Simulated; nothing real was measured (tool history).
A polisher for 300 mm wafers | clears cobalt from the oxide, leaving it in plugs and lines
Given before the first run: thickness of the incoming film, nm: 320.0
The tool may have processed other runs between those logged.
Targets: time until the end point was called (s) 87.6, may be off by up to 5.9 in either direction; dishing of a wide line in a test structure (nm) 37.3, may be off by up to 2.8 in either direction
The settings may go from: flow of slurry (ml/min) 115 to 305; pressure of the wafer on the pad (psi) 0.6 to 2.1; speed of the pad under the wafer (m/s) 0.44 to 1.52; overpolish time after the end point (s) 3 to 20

run    day  flow of slurry (ml/min)  pressure of the wafer on the pad (psi)  speed of the pad under the wafer (m/s)  overpolish time after the end point (s)  time until the end point was called (s)  dishing of a wide line in a test structure (nm)
  1      0                      195                                     1.3                                    0.98                                       10                                   101.68                                           21.779
  2  0.329                      195                                     1.3                                     1.1                                       10                                   91.641                                           23.437
  3  0.575                      195                                       1                                     1.1                                       10                                   111.58                                           19.307
  4  0.783                      195                                     1.1                                     1.1                                       11                                   103.55                                           22.909
  5  0.854                      195                                     1.1                                    0.94                                       11                                   118.03                                           20.273
  6  0.904                      195                                     1.1                                     0.8                                       11                                   141.97                                           17.734
  7  1.079                      195                                     1.1                                     0.8                                       11                                   140.09                                           17.409
  8  1.317                      195                                     1.2                                     0.8                                       12                                   129.04                                           20.711
  9  1.592                      195                                     1.3                                     0.8                                       12                                   123.29                                           22.153
 10  1.942                      195                                     1.4                                     0.8                                       12                                   112.32                                           23.041
 11  2.117                      195                                     1.4                                     0.8                                       13                                   115.91                                           24.714
 12  2.242                      195                                     1.8                                    0.82                                       15                                    89.97                                           32.098
 13  2.471                      195                                     1.8                                    0.82                                       16                                   89.235                                           33.416

Which one of the following 5 next-run settings gets every result inside its allowed miss? There is exactly one.
  A  2.7                      195                                     1.3                                    0.98                                       20                                        ?                                                ?
  B  2.7                      185                                     1.7                                    0.76                                       20                                        ?                                                ?
  C  2.7                      155                                       2                                    0.78                                       19                                        ?                                                ?
  D  2.7                      205                                     2.1                                    0.62                                       20                                        ?                                                ?
  E  2.7                      215                                     1.7                                    0.78                                       20                                        ?                                                ?

move  time until the end point was called (s)  dishing of a wide line in a test structure (nm)
   A                                   102.95                                           36.822
   B                                   104.36                                           36.491
   C                                   90.833                                           38.592
   D                                   102.75                                            36.87
   E                                   99.682                                           37.607
A: meets the target for the result that was furthest off, but another lies outside its allowed miss
B: meets the target for the result that was furthest off, but another lies outside its allowed miss
C: each result inside its tolerance
D: meets the target for the result that was furthest off, but another lies outside its allowed miss
E: meets the target for the result that was furthest off, but another lies outside its allowed miss
Correct choice: C, which meets every target
